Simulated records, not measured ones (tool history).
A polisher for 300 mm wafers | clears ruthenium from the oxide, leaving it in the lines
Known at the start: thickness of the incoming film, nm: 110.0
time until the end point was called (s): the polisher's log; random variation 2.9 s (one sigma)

| run | day | flow of slurry (ml/min) | pressure of the wafer on the pad (kPa) | speed of the pad under the wafer (m/s) | overpolish time after the end point (s) | time until the end point was called (s) |
|---|---|---|---|---|---|---|
| 1 | 0 | 240 | 12.4 | 1.04 | 31 | 105 |
| 2 | 0.342 | 240 | 12.4 | 1.04 | 31 | 101.79 |
| 3 | 0.658 | 270 | 12.4 | 1.04 | 31 | 102.78 |
| 4 | 0.721 | 270 | 12.4 | 1.04 | 34 | 103.76 |
| 5 | 0.838 | 230 | 12.4 | 1.04 | 34 | 102.2 |
| 6 | 1.108 | 175 | 12.4 | 1.04 | 34 | 108.26 |
| 7 | 1.183 | 175 | 12.4 | 1.04 | 34 | 108.72 |
| 8 | 1.392 | 175 | 11.7 | 1.02 | 34 | 115.3 |
| 9 | 1.517 | 175 | 11 | 1 | 34 | 127.16 |
| 10 | 1.633 | 175 | 10.3 | 1 | 34 | 131.1 |
|  | 1.75 | slurry nozzle cleaned |
| 11 | 1.75 | 175 | 9.7 | 0.98 | 34 | 135.64 |
| 12 | 1.946 | 175 | 9 | 0.94 | 34 | 148.76 |
| 13 | 2.062 | 175 | 8.3 | 0.92 | 34 | 164.34 |

The next listed run, before its measurement:
| 14 | 2.167 | 175 | 7.6 | 0.9 | 34 | ? |

Run 14 gave time until the end point was called (s) 171.67.
